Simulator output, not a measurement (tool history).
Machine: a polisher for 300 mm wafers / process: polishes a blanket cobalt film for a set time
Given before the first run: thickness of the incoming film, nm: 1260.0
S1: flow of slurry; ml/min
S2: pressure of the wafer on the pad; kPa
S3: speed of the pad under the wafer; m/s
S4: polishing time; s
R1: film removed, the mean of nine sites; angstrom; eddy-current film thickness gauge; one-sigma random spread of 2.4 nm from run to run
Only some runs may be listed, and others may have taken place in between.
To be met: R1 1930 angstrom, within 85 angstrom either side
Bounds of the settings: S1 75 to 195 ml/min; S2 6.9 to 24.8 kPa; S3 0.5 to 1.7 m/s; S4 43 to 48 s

Run 1, hour 0: S1 125 ml/min, S2 15.9 kPa, S3 1.1 m/s, S4 48 s. Result: R1 2822.4 angstrom.
Run 2, hour 7.7: S1 125 ml/min, S2 15.2 kPa, S3 1.1 m/s, S4 48 s. Result: R1 2660.8 angstrom.
Run 3, hour 16.4: S1 125 ml/min, S2 15.2 kPa, S3 0.94 m/s, S4 48 s. Result: R1 2379.7 angstrom.
Run 4, hour 21.1: S1 125 ml/min, S2 14.5 kPa, S3 0.94 m/s, S4 48 s. Result: R1 2347.2 angstrom.
Run 5, hour 23.1: S1 125 ml/min, S2 13.8 kPa, S3 0.94 m/s, S4 48 s. Result: R1 2195.1 angstrom.
Run 6, hour 26.7: S1 125 ml/min, S2 13.8 kPa, S3 0.94 m/s, S4 48 s. Result: R1 2253.3 angstrom.
Run 7, hour 34.4: S1 125 ml/min, S2 13.1 kPa, S3 0.94 m/s, S4 48 s. Result: R1 2155.3 angstrom.
Run 8, hour 43.3: S1 125 ml/min, S2 13.1 kPa, S3 0.94 m/s, S4 48 s. Result: R1 2130.5 angstrom.

Which single option among these 5 for the next run brings every result within its allowed miss of target? Just one does.
Run A, hour 52.2: S1 125 ml/min, S2 14.5 kPa, S3 1.04 m/s, S4 43 s. Result: R1 ?.
Run B, hour 52.2: S1 115 ml/min, S2 13.8 kPa, S3 0.92 m/s, S4 48 s. Result: R1 ?.
Run C, hour 52.2: S1 115 ml/min, S2 15.2 kPa, S3 0.9 m/s, S4 46 s. Result: R1 ?.
Run D, hour 52.2: S1 105 ml/min, S2 12.4 kPa, S3 1.1 m/s, S4 47 s. Result: R1 ?.
Run E, hour 52.2: S1 150 ml/min, S2 9.7 kPa, S3 1.08 m/s, S4 48 s. Result: R1 ?.

move      R1
   A  2235.4
   B  2194.5
   C  2244.9
   D  2175.1
   E  1903.8
A: its largest miss is bigger than the last run's
B: its largest miss is bigger than the last run's
C: its largest miss is bigger than the last run's
D: its largest miss is bigger than the last run's
E: every result within its allowed miss
E is the move that brings every result within its allowed miss.
